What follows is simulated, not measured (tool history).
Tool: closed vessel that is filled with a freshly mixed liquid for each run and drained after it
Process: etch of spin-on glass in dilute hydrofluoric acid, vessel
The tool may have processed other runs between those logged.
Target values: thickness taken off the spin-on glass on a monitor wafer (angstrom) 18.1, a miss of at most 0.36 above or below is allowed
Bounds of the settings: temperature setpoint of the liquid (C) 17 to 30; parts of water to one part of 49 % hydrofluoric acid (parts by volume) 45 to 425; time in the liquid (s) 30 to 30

run  hour  temperature setpoint of the liquid (C)  parts of water to one part of 49 % hydrofluoric acid (parts by volume)  time in the liquid (s)  thickness taken off the spin-on glass on a monitor wafer (angstrom)
  1     0                                      22                                                                     235                      30                                                               34.522
  2   3.3                                      19                                                                     235                      30                                                               31.051
  3   5.2                                    18.5                                                                     250                      30                                                               28.104
  4    12                                      20                                                                     250                      30                                                               29.751
  5  13.1                                      20                                                                     250                      30                                                               29.824
  6  21.5                                    19.5                                                                     260                      30                                                               27.763
  7  30.4                                      19                                                                     270                      30                                                               26.151
  8  32.4                                    18.5                                                                     280                      30                                                               24.546

Pick the move, out of 5, that brings all results within their allowed miss; only one does.
  A  34.4                                      19                                                                     225                      30                                                                    ?
  B  34.4                                      21                                                                     215                      30                                                                    ?
  C  34.4                                      17                                                                     340                      30                                                                    ?
  D  34.4                                      19                                                                     205                      30                                                                    ?
  E  34.4                                    21.5                                                                     255                      30                                                                    ?

move  thickness taken off the spin-on glass on a monitor wafer (angstrom)
   A                                                               32.645
   B                                                                37.23
   C                                                               18.127
   D                                                               36.513
   E                                                               30.758
A: moves away from the targets compared with the last run
B: moves away from the targets compared with the last run
C: all results in spec
D: moves away from the targets compared with the last run
E: moves away from the targets compared with the last run
So the answer is move C, the one that meets all the targets.
